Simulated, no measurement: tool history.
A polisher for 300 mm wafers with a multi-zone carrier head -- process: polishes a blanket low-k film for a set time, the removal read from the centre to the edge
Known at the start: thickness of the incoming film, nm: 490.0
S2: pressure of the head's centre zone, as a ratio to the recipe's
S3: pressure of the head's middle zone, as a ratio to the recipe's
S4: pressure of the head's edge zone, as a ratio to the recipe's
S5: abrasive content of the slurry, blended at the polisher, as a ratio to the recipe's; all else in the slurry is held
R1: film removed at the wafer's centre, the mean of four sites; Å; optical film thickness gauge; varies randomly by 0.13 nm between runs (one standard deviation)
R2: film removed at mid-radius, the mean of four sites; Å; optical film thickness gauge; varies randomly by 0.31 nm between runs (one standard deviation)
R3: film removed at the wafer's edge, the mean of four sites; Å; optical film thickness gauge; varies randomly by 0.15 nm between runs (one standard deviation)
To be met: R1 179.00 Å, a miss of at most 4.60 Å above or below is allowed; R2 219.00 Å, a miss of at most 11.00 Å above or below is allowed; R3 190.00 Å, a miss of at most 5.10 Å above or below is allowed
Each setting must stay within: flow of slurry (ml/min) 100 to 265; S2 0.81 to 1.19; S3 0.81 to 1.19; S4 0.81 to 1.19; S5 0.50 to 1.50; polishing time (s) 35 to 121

{"run": 1, "hour": 0.0, "flow of slurry (ml/min)": 170, "S2": 1.0, "S3": 1.0, "S4": 1.0, "S5": 1.0, "polishing time (s)": 78, "R1": 188.6, "R2": 191.79, "R3": 193.78}
{"run": 2, "hour": 7.1, "flow of slurry (ml/min)": 170, "S2": 1.0, "S3": 1.0, "S4": 1.0, "S5": 0.8, "polishing time (s)": 78, "R1": 175.92, "R2": 180.03, "R3": 182.71}
{"run": 3, "hour": 16.1, "flow of slurry (ml/min)": 175, "S2": 1.0, "S3": 1.02, "S4": 1.0, "S5": 0.8, "polishing time (s)": 78, "R1": 177.0, "R2": 186.12, "R3": 185.83}
{"run": 4, "hour": 21.5, "flow of slurry (ml/min)": 180, "S2": 1.0, "S3": 1.03, "S4": 0.99, "S5": 0.8, "polishing time (s)": 78, "R1": 180.91, "R2": 187.56, "R3": 182.5}
{"run": 5, "hour": 27.6, "flow of slurry (ml/min)": 195, "S2": 1.0, "S3": 1.03, "S4": 0.99, "S5": 0.8, "polishing time (s)": 78, "R1": 183.53, "R2": 193.88, "R3": 187.87}
{"run": 6, "hour": 31.5, "flow of slurry (ml/min)": 195, "S2": 0.99, "S3": 1.04, "S4": 0.99, "S5": 0.8, "polishing time (s)": 78, "R1": 179.76, "R2": 195.82, "R3": 186.32}
{"run": 7, "hour": 34.8, "flow of slurry (ml/min)": 195, "S2": 0.99, "S3": 1.05, "S4": 0.99, "S5": 0.8, "polishing time (s)": 78, "R1": 182.06, "R2": 191.5, "R3": 185.94}
{"run": 8, "hour": 40.2, "flow of slurry (ml/min)": 195, "S2": 0.97, "S3": 1.07, "S4": 0.98, "S5": 0.8, "polishing time (s)": 78, "R1": 177.75, "R2": 201.68, "R3": 182.41}

Which single option among these 5 for the next run brings every result within its allowed miss of target? Just one does.
{"run": "A", "hour": 45.6, "flow of slurry (ml/min)": 185, "S2": 0.92, "S3": 1.03, "S4": 0.94, "S5": 0.75, "polishing time (s)": 79, "R1": "?", "R2": "?", "R3": "?"}
{"run": "B", "hour": 45.6, "flow of slurry (ml/min)": 165, "S2": 0.94, "S3": 1.09, "S4": 0.94, "S5": 1.0, "polishing time (s)": 75, "R1": "?", "R2": "?", "R3": "?"}
{"run": "C", "hour": 45.6, "flow of slurry (ml/min)": 245, "S2": 0.92, "S3": 1.12, "S4": 0.98, "S5": 0.65, "polishing time (s)": 84, "R1": "?", "R2": "?", "R3": "?"}
{"run": "D", "hour": 45.6, "flow of slurry (ml/min)": 185, "S2": 0.98, "S3": 1.09, "S4": 0.94, "S5": 0.85, "polishing time (s)": 77, "R1": "?", "R2": "?", "R3": "?"}
{"run": "E", "hour": 45.6, "flow of slurry (ml/min)": 215, "S2": 1.02, "S3": 1.13, "S4": 1.03, "S5": 0.5, "polishing time (s)": 83, "R1": "?", "R2": "?", "R3": "?"}

move=A R1=165.49 R2=190.23 R3=179.13
move=B R1=170.68 R2=202.07 R3=182.52
move=C R1=178.39 R2=218.69 R3=192.60
move=D R1=178.78 R2=202.21 R3=181.36
move=E R1=176.57 R2=196.97 R3=177.41
A: further off than the last run
B: further off than the last run
C: each result inside its tolerance
D: further off than the last run
E: further off than the last run
Correct choice: C, which meets every target
